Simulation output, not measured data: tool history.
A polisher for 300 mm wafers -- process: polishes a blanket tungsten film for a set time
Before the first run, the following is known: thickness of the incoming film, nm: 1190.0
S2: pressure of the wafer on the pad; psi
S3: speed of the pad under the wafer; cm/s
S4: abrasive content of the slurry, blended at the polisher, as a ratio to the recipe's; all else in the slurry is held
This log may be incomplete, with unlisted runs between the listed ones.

run 1 day=0.000 | flow_of_slurry_(ml/min)=245 S2=4.1 S3=130 S4=1.00 polishing_time_(s)=61 | film_removed_(angstrom)=3434.2
run 2 day=0.188 | flow_of_slurry_(ml/min)=195 S2=4.1 S3=130 S4=1.00 polishing_time_(s)=61 | film_removed_(angstrom)=3391.8
run 3 day=0.354 | flow_of_slurry_(ml/min)=195 S2=3.4 S3=116 S4=1.00 polishing_time_(s)=61 | film_removed_(angstrom)=2564.9
run 4 day=0.708 | flow_of_slurry_(ml/min)=195 S2=3.4 S3=116 S4=1.00 polishing_time_(s)=61 | film_removed_(angstrom)=2546.0
-- day=0.750 slurry blender recalibrated
run 5 day=0.750 | flow_of_slurry_(ml/min)=150 S2=3.4 S3=116 S4=1.00 polishing_time_(s)=61 | film_removed_(angstrom)=2722.1
run 6 day=1.000 | flow_of_slurry_(ml/min)=150 S2=3.4 S3=116 S4=1.00 polishing_time_(s)=61 | film_removed_(angstrom)=2747.0
run 7 day=1.238 | flow_of_slurry_(ml/min)=195 S2=2.9 S3=110 S4=1.00 polishing_time_(s)=61 | film_removed_(angstrom)=2326.7
run 8 day=1.542 | flow_of_slurry_(ml/min)=195 S2=1.9 S3=74 S4=0.95 polishing_time_(s)=61 | film_removed_(angstrom)=1013.5

For run 9, what comes out?
run 9 day=1.688 | flow_of_slurry_(ml/min)=195 S2=2.2 S3=74 S4=0.95 polishing_time_(s)=61 | film_removed_(angstrom)=?

{"run 9": {"film removed (angstrom)": 1187.5}}

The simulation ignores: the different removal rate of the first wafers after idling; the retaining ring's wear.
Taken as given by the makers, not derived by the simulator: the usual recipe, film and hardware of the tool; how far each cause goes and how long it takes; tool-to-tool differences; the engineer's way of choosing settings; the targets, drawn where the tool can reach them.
